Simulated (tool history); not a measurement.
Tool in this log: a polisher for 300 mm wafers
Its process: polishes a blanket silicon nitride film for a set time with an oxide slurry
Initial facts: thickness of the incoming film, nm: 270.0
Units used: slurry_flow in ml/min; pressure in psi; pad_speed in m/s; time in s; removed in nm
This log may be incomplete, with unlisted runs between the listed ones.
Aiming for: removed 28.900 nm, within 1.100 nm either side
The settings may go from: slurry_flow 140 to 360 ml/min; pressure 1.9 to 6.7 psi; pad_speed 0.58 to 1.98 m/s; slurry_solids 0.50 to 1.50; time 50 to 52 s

run	hour	slurry_flow	pressure	pad_speed	slurry_solids	time	removed
1	0.0	230	4.3	1.28	1.00	50	49.050
2	7.9	230	3.6	1.26	1.00	50	41.714
3	8.6	230	3.6	1.26	0.90	50	39.355
4	13.1	230	3.6	1.26	0.90	50	39.281
5	17.4	230	3.2	1.26	0.90	50	34.922
6	22.3	230	3.2	1.26	1.05	50	38.056
7	27.1	230	2.8	1.26	1.05	50	33.431
8	34.8	230	2.6	1.26	1.05	50	31.817
9	42.0	230	2.5	1.26	1.05	50	30.795

Exactly one of the 4 candidate moves below puts every result within its allowed miss. Which one?
A	49.2	195	2.8	0.96	1.05	52	?
B	49.2	235	2.3	1.10	1.10	51	?
C	49.2	205	2.0	1.26	1.30	50	?
D	49.2	245	2.1	1.22	1.20	50	?

move	removed
A	29.068
B	26.985
C	27.018
D	27.224
A: hits every target within its allowed miss
B: carries the result that was furthest off beyond its target, to the other side
C: carries the result that was furthest off beyond its target, to the other side
D: carries the result that was furthest off beyond its target, to the other side
Go with A: it meets all targets.
